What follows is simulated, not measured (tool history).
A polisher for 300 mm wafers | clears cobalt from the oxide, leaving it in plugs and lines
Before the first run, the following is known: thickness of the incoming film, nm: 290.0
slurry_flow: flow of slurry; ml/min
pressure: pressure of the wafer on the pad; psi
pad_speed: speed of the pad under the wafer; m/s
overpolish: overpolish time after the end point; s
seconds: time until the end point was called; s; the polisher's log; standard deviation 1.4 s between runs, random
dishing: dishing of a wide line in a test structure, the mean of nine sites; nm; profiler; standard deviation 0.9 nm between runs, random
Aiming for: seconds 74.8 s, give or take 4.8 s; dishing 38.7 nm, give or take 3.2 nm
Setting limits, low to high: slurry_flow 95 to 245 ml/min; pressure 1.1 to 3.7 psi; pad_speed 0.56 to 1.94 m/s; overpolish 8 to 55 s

Run 1, day 0: slurry_flow 155 ml/min, pressure 2.4 psi, pad_speed 1.24 m/s, overpolish 28 s. Result: seconds 34.163 s, dishing 50.212 nm.
Run 2, day 0.258: slurry_flow 180 ml/min, pressure 2.4 psi, pad_speed 1.24 m/s, overpolish 28 s. Result: seconds 35.512 s, dishing 46.562 nm.
Run 3, day 0.388: slurry_flow 195 ml/min, pressure 2.1 psi, pad_speed 1.18 m/s, overpolish 27 s. Result: seconds 38.893 s, dishing 48.432 nm.
Run 4, day 0.612: slurry_flow 195 ml/min, pressure 2.1 psi, pad_speed 1.38 m/s, overpolish 27 s. Result: seconds 34.639 s, dishing 48.175 nm.
Run 5, day 0.888: slurry_flow 195 ml/min, pressure 2.1 psi, pad_speed 1.38 m/s, overpolish 34 s. Result: seconds 35.076 s, dishing 51.648 nm.
Run 6, day 0.946: slurry_flow 210 ml/min, pressure 1.9 psi, pad_speed 1.18 m/s, overpolish 27 s. Result: seconds 43.784 s, dishing 48.517 nm.
Run 7, day 1.196: slurry_flow 220 ml/min, pressure 1.8 psi, pad_speed 1.02 m/s, overpolish 22 s. Result: seconds 49.758 s, dishing 44.989 nm.
Run 8, day 1.258: slurry_flow 225 ml/min, pressure 1.7 psi, pad_speed 0.94 m/s, overpolish 18 s. Result: seconds 53.457 s, dishing 43.106 nm.
Run 9, day 1.308: slurry_flow 240 ml/min, pressure 1.1 psi, pad_speed 0.7 m/s, overpolish 8 s. Result: seconds 99.324 s, dishing 18.62 nm.

5 next moves are on the table. One of them brings every result within its allowed miss. Which?
Run A, day 1.358: slurry_flow 195 ml/min, pressure 1.6 psi, pad_speed 0.64 m/s, overpolish 23 s. Result: seconds ?, dishing ?.
Run B, day 1.358: slurry_flow 220 ml/min, pressure 2 psi, pad_speed 0.56 m/s, overpolish 42 s. Result: seconds ?, dishing ?.
Run C, day 1.358: slurry_flow 200 ml/min, pressure 1.9 psi, pad_speed 0.62 m/s, overpolish 48 s. Result: seconds ?, dishing ?.
Run D, day 1.358: slurry_flow 215 ml/min, pressure 1.6 psi, pad_speed 0.72 m/s, overpolish 21 s. Result: seconds ?, dishing ?.
Run E, day 1.358: slurry_flow 205 ml/min, pressure 1.7 psi, pad_speed 0.56 m/s, overpolish 49 s. Result: seconds ?, dishing ?.

move  seconds  dishing
   A   83.329   38.542
   B   76.634   46.494
   C   74.541   47.364
   D   74.707   38.777
   E   87.875    46.74
A: the furthest-off result lands on target, but another misses its tolerance
B: carries the result that was furthest off beyond its target, to the other side
C: carries the result that was furthest off beyond its target, to the other side
D: all results in spec
E: carries the result that was furthest off beyond its target, to the other side
Correct choice: D, which meets every target
